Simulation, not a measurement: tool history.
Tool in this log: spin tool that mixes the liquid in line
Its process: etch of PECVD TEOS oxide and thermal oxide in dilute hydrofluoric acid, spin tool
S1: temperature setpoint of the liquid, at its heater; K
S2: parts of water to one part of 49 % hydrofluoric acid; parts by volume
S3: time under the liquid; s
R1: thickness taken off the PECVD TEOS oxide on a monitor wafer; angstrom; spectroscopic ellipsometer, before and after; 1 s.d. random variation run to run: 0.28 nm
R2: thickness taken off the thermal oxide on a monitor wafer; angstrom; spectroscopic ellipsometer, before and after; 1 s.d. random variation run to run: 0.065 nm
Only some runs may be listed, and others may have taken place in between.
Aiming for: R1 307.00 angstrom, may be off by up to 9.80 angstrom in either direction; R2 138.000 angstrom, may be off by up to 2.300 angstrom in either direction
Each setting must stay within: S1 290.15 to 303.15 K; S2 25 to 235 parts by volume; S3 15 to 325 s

run  hour      S1   S2   S3      R1       R2
  1   0.0  295.15  130  165  130.82   59.824
  2   4.6  297.15  115  165  167.13   73.324
  3  12.8  297.15  115  120  118.66   53.774
  4  16.6  298.15   90  120  166.34   74.005
  5  20.4  298.15   90  170  234.59  104.300
  6  26.6  298.15   90  235  328.58  145.070
  7  30.3  297.65   90  235  311.67  142.070
  8  30.8  297.65   90  235  319.10  142.190

Exercise: of the 4 proposed moves below, exactly one satisfies all targets within the stated allowed misses. Which move is it?
  A  31.3  293.65  95  285   ?   ?
  B  31.3  300.65  90  220   ?   ?
  C  31.3  299.15  75  190   ?   ?
  D  31.3  303.15  75  160   ?   ?

move      R1       R2
   A  304.25  138.610
   B  329.69  150.200
   C  328.76  149.770
   D  323.59  147.420
A: every result lands within tolerance
B: moves away from the targets compared with the last run
C: moves away from the targets compared with the last run
D: moves away from the targets compared with the last run
Move A is the one to make.

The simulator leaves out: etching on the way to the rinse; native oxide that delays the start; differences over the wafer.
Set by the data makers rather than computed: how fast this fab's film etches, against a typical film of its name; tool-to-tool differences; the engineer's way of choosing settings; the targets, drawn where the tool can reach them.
